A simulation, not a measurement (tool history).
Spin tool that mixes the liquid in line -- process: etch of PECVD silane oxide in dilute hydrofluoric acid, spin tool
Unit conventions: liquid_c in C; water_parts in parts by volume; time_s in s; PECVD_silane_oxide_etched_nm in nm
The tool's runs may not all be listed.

| run | hour | liquid_c | water_parts | time_s | PECVD_silane_oxide_etched_nm |
|---|---|---|---|---|---|
| 1 | 0.0 | 21 | 165 | 15 | 3.4719 |
| 2 | 3.1 | 18 | 165 | 15 | 3.1176 |
| 3 | 4.5 | 18 | 140 | 15 | 3.7219 |
| 4 | 6.2 | 18 | 145 | 15 | 3.5605 |
| 5 | 10.0 | 18 | 120 | 15 | 4.4122 |
| 6 | 10.8 | 18 | 130 | 15 | 3.9984 |
| 7 | 19.0 | 18 | 140 | 15 | 3.7222 |

Run 8, settings as shown, results not yet in. Your forecast:
| 8 | 23.0 | 18 | 145 | 15 | ? |

For run 8 the tool returned PECVD_silane_oxide_etched_nm 3.5024 nm.
